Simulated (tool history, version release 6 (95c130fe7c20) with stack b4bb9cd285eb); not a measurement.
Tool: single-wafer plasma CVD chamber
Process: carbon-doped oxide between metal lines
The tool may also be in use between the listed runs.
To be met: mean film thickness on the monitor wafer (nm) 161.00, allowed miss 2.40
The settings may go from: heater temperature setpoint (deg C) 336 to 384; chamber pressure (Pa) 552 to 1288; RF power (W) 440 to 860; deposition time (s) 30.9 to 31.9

| run | day | heater temperature setpoint (deg C) | chamber pressure (Pa) | RF power (W) | deposition time (s) | mean film thickness on the monitor wafer (nm) |
|---|---|---|---|---|---|---|
| 1 | 0.000 | 360 | 920 | 650 | 30.9 | 184.35 |
| 2 | 0.146 | 360 | 920 | 650 | 30.9 | 182.79 |
| 3 | 0.217 | 361 | 907 | 640 | 30.9 | 180.68 |
| 4 | 0.446 | 362 | 889 | 635 | 30.9 | 178.59 |
| 5 | 0.554 | 362 | 889 | 635 | 30.9 | 179.51 |
| 6 | 0.846 | 358 | 889 | 635 | 30.9 | 180.50 |
| 7 | 0.908 | 359 | 864 | 630 | 30.9 | 180.09 |
| 8 | 1.217 | 361 | 860 | 625 | 30.9 | 177.45 |
| 9 | 1.292 | 362 | 845 | 620 | 30.9 | 177.23 |
| 10 | 1.538 | 373 | 780 | 520 | 30.9 | 154.36 |
| 11 | 1.729 | 372 | 785 | 520 | 30.9 | 153.69 |
| 12 | 1.904 | 371 | 791 | 520 | 30.9 | 155.64 |
| 13 | 2.100 | 370 | 795 | 520 | 30.9 | 155.67 |
| 14 | 2.271 | 369 | 799 | 520 | 30.9 | 156.08 |
| 15 | 2.417 | 368 | 803 | 520 | 30.9 | 157.33 |

Which of these 4 next moves meets every target?
| A | 2.562 | 381 | 731 | 485 | 31.4 | ? |
| B | 2.562 | 368 | 829 | 505 | 31.9 | ? |
| C | 2.562 | 363 | 577 | 470 | 31.9 | ? |
| D | 2.562 | 368 | 697 | 515 | 30.9 | ? |

| move | mean film thickness on the monitor wafer (nm) |
|---|---|
| A | 149.52 |
| B | 161.61 |
| C | 151.51 |
| D | 155.93 |
A: further off than the last run
B: meets every target
C: further off than the last run
D: further off than the last run
The right move is B.

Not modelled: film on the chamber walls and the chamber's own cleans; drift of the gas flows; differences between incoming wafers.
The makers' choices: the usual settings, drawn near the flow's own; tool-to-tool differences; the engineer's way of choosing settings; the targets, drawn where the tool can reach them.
